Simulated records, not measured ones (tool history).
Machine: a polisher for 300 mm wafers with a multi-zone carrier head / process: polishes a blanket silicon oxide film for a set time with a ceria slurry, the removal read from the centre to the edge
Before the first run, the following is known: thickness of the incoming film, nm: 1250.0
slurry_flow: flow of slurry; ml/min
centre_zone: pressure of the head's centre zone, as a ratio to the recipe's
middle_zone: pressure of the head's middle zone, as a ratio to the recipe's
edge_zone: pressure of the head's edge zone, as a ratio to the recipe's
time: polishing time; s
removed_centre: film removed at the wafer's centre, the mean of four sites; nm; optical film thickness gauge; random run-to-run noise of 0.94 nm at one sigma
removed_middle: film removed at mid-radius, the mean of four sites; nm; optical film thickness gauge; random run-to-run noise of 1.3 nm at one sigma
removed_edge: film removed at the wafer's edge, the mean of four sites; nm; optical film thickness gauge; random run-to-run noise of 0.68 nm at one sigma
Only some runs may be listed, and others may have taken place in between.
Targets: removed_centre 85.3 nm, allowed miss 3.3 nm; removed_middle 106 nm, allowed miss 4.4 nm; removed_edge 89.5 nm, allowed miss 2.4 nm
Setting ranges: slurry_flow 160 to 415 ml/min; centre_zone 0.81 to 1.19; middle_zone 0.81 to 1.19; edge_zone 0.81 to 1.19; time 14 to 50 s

run  hour  slurry_flow  centre_zone  middle_zone  edge_zone  time  removed_centre  removed_middle  removed_edge
  1     0          265            1            1          1    32          106.91          110.05        106.64
  2   7.9          265         0.99         1.01       0.98    32          107.22          110.92        104.65
  3  12.8          265         0.99         1.06       0.98    32           106.6             112         105.6
  4  14.4          265         0.99         1.13       0.98    32          104.98          119.09        104.05
  5  16.2          260         0.98         1.13       0.97    32          107.42          119.82        104.05
  6  25.1          260         0.98         1.13       0.97    29          98.128          107.25        93.939
  7  33.9          260         0.96         1.13       0.97    29          94.701          109.29        94.043
  8  39.1          260         0.95         1.13       0.97    29          94.946           108.3        93.784

Exactly one of the 5 candidate moves below puts every result within its allowed miss. Which one?
  A  44.3          250         1.01         1.06       0.93    31               ?               ?             ?
  B  44.3          255         0.91         1.17       0.94    28               ?               ?             ?
  C  44.3          265         1.06         1.07       0.93    31               ?               ?             ?
  D  44.3          305         0.92         1.11       0.98    29               ?               ?             ?
  E  44.3          225         0.98         1.02       1.03    30               ?               ?             ?

move  removed_centre  removed_middle  removed_edge
   A          105.88           108.8        100.46
   B          86.376          107.01        91.161
   C          111.98          110.34        100.94
   D            92.3          108.02        97.518
   E          97.964          100.71         100.6
A: further off than the last run
B: every result lands within tolerance
C: further off than the last run
D: further off than the last run
E: further off than the last run
So the answer is move B, the one that meets all the targets.

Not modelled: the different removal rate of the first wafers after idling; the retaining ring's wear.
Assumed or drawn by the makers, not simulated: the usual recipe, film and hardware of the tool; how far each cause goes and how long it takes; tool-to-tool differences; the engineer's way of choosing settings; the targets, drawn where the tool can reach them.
